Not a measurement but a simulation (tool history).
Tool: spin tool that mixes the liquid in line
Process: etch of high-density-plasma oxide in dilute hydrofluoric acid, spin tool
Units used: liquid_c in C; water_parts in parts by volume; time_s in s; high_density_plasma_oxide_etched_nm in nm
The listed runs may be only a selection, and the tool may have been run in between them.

run,hour,liquid_c,water_parts,time_s,high_density_plasma_oxide_etched_nm
1,0,20,115,230,8.5933
2,4.6,20,115,230,8.5533
3,9.8,19.5,125,230,7.7483
4,15.8,19,135,230,6.8599
5,20.6,20,135,230,7.2224
6,22.8,19.5,140,230,6.7238

Predict the results of run 7:
7,28.3,19,145,230,?

high_density_plasma_oxide_etched_nm: 6.286 nm
